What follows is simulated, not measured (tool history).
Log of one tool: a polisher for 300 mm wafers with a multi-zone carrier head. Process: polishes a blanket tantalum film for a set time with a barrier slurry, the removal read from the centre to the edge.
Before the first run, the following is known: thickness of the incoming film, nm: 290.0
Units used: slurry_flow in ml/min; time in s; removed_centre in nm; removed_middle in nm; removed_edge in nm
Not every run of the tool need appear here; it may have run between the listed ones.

run 1 hour=0.0 | slurry_flow=155 centre_zone=1.00 middle_zone=1.00 edge_zone=1.00 slurry_solids=1.00 time=39 | removed_centre=92.367 removed_middle=90.481 removed_edge=91.684
run 2 hour=3.1 | slurry_flow=150 centre_zone=1.00 middle_zone=1.00 edge_zone=0.98 slurry_solids=0.95 time=39 | removed_centre=87.931 removed_middle=90.200 removed_edge=87.744
run 3 hour=8.4 | slurry_flow=145 centre_zone=1.01 middle_zone=0.98 edge_zone=0.96 slurry_solids=0.95 time=39 | removed_centre=91.211 removed_middle=87.274 removed_edge=86.050
run 4 hour=15.1 | slurry_flow=130 centre_zone=1.01 middle_zone=0.98 edge_zone=0.96 slurry_solids=0.95 time=39 | removed_centre=87.011 removed_middle=86.899 removed_edge=87.516
run 5 hour=19.3 | slurry_flow=130 centre_zone=1.01 middle_zone=0.97 edge_zone=0.95 slurry_solids=0.90 time=39 | removed_centre=87.513 removed_middle=85.796 removed_edge=86.586
run 6 hour=23.3 | slurry_flow=135 centre_zone=1.01 middle_zone=0.97 edge_zone=0.94 slurry_solids=0.85 time=39 | removed_centre=86.235 removed_middle=82.811 removed_edge=83.555
run 7 hour=25.6 | slurry_flow=135 centre_zone=1.01 middle_zone=0.97 edge_zone=0.93 slurry_solids=0.85 time=39 | removed_centre=86.563 removed_middle=82.094 removed_edge=81.983
run 8 hour=27.7 | slurry_flow=135 centre_zone=1.00 middle_zone=0.97 edge_zone=0.92 slurry_solids=0.85 time=39 | removed_centre=86.563 removed_middle=83.496 removed_edge=81.503

Run 9 comes next. What will it give?
run 9 hour=31.9 | slurry_flow=135 centre_zone=0.99 middle_zone=0.97 edge_zone=0.91 slurry_solids=0.85 time=39 | removed_centre=? removed_middle=? removed_edge=?

{"run 9": {"removed_centre": 85.661, "removed_middle": 83.047, "removed_edge": 82.005}}
